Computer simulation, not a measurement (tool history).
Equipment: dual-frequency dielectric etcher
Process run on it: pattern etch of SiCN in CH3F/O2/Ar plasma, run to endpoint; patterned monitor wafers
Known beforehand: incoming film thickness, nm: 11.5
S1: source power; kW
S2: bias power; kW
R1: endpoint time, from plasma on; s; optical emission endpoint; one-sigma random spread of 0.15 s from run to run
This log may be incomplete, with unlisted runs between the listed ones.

| run | hour | S1 | S2 | R1 |
|---|---|---|---|---|
| 1 | 0 | 0.55 | 0.091 | 24.429 |
| 2 | 1.5 | 0.5 | 0.091 | 25.991 |
| 3 | 5.3 | 0.45 | 0.091 | 27.269 |
| 4 | 13.6 | 0.48 | 0.092 | 25.932 |
| 5 | 16.2 | 0.5 | 0.093 | 25.678 |
| 6 | 17 | 0.5 | 0.084 | 26.597 |
| 7 | 22.4 | 0.5 | 0.084 | 26.765 |
| 8 | 23.5 | 0.53 | 0.085 | 26.025 |

Run 9 comes next. What will it give?
|  | 31.9 | source power generator calibrated |
| 9 | 31.9 | 0.55 | 0.086 | ? |

{"run 9": {"R1": 24.4}}
